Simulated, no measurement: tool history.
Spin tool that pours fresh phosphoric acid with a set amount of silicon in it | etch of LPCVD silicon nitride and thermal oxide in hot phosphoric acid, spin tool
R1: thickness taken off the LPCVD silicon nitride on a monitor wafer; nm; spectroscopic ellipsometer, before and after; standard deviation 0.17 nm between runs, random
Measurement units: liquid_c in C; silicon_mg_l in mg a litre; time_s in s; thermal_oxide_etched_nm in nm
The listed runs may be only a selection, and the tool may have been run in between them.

Run 1, hour 0.0: liquid_c 161.0 C, silicon_mg_l 12.0 mg a litre, time_s 155 s. Result: R1 15.9150 nm, thermal_oxide_etched_nm 0.30560 nm.
Run 2, hour 5.1: liquid_c 162.0 C, silicon_mg_l 9.5 mg a litre, time_s 165 s. Result: R1 17.3940 nm, thermal_oxide_etched_nm 0.45105 nm.
Run 3, hour 11.9: liquid_c 162.0 C, silicon_mg_l 9.5 mg a litre, time_s 100 s. Result: R1 10.5190 nm, thermal_oxide_etched_nm 0.24158 nm.
Run 4, hour 19.5: liquid_c 162.0 C, silicon_mg_l 9.5 mg a litre, time_s 60 s. Result: R1 6.3618 nm, thermal_oxide_etched_nm 0.13333 nm.
Run 5, hour 25.0: liquid_c 162.0 C, silicon_mg_l 15.5 mg a litre, time_s 60 s. Result: R1 6.3316 nm, thermal_oxide_etched_nm 0.12969 nm.
Run 6, hour 30.2: liquid_c 161.0 C, silicon_mg_l 15.5 mg a litre, time_s 60 s. Result: R1 6.0862 nm, thermal_oxide_etched_nm 0.11545 nm.

Run 7 is up next; what results do you expect?
Run 7, hour 37.6: liquid_c 162.0 C, silicon_mg_l 11.5 mg a litre, time_s 90 s. Result: R1 ?, thermal_oxide_etched_nm ?.

R1: 9.6052 nm
thermal_oxide_etched_nm: 0.24231 nm

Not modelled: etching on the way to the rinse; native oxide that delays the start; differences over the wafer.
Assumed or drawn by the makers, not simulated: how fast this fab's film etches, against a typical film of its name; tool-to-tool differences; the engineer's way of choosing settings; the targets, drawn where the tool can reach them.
